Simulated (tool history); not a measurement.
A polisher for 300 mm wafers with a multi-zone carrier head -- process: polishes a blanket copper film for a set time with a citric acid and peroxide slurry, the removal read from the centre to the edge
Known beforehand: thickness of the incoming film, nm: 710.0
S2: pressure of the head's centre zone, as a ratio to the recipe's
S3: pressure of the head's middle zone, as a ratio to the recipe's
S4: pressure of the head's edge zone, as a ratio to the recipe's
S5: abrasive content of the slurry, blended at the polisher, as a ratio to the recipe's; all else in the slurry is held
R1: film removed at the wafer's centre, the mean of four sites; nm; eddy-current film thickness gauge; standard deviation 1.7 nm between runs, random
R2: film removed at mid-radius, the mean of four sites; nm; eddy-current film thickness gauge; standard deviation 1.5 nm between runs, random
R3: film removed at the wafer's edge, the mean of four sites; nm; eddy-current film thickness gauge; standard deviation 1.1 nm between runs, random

{"run": 1, "day": 0.0, "flow of slurry (ml/min)": 200, "S2": 1, "S3": 1, "S4": 1, "S5": 1, "polishing time (s)": 73, "R1": 113.25, "R2": 116.31, "R3": 115.53}
{"run": 2, "day": 0.338, "flow of slurry (ml/min)": 200, "S2": 1, "S3": 1, "S4": 1, "S5": 0.8, "polishing time (s)": 73, "R1": 108.08, "R2": 112.08, "R3": 112.83}
{"run": 3, "day": 0.396, "flow of slurry (ml/min)": 200, "S2": 1, "S3": 0.97, "S4": 1, "S5": 0.8, "polishing time (s)": 73, "R1": 107.65, "R2": 105.99, "R3": 112.15}
{"run": 4, "day": 0.675, "flow of slurry (ml/min)": 200, "S2": 1, "S3": 0.97, "S4": 1, "S5": 0.95, "polishing time (s)": 73, "R1": 113.29, "R2": 111.7, "R3": 115.26}
{"run": 5, "day": 0.867, "flow of slurry (ml/min)": 200, "S2": 1.07, "S3": 0.97, "S4": 1, "S5": 0.95, "polishing time (s)": 73, "R1": 120.1, "R2": 111.57, "R3": 115.31}
{"run": 6, "day": 1.025, "flow of slurry (ml/min)": 205, "S2": 1.03, "S3": 1, "S4": 1.04, "S5": 1.05, "polishing time (s)": 75, "R1": 119.3, "R2": 119.97, "R3": 123.04}
{"run": 7, "day": 1.096, "flow of slurry (ml/min)": 215, "S2": 1.03, "S3": 1.03, "S4": 1.07, "S5": 1.15, "polishing time (s)": 76, "R1": 128.17, "R2": 125.66, "R3": 129.07}
{"run": 8, "day": 1.467, "flow of slurry (ml/min)": 215, "S2": 1, "S3": 1.07, "S4": 1.09, "S5": 1.25, "polishing time (s)": 77, "R1": 127.87, "R2": 135.91, "R3": 134.98}

Run 9, settings as shown, results not yet in. Your forecast:
{"run": 9, "day": 1.612, "flow of slurry (ml/min)": 220, "S2": 0.99, "S3": 1.09, "S4": 1.11, "S5": 1.3, "polishing time (s)": 77, "R1": "?", "R2": "?", "R3": "?"}

Run 9 measured R1 125.38 nm, R2 140.47 nm, R3 136.87 nm.
